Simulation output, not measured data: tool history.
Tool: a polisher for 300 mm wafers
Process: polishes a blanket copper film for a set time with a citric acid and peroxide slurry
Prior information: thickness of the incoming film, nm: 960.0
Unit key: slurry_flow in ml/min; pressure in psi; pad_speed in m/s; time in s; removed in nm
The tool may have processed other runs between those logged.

run  hour  slurry_flow  pressure  pad_speed  slurry_solids  time  removed
  1     0          225       3.8       1.04              1    51   145.81
  2   4.1          225       3.8       1.04              1    53   152.28
  3  10.7          225       3.8       1.04              1    53   154.66
  4  13.9          175       3.8       1.04              1    53    146.1
  5  20.9          175       4.7       1.04              1    53   179.09
  6  24.9          170       4.3       1.04              1    53   167.49
  7    31          170       3.9       1.04              1    53   150.59
  8  37.5          170       3.6       1.04              1    53   141.51
  9  39.9          170       3.3       1.04              1    53   130.18
 10  48.7          170       3.1       1.04              1    53   122.16
 11  50.8          170         3       1.04              1    53   119.45
 12    54          170         3       1.04              1    53   116.86

Predict the results of run 13:
 13  55.5          170       2.9       1.04              1    53        ?

For run 13 the tool returned removed 114.98 nm.

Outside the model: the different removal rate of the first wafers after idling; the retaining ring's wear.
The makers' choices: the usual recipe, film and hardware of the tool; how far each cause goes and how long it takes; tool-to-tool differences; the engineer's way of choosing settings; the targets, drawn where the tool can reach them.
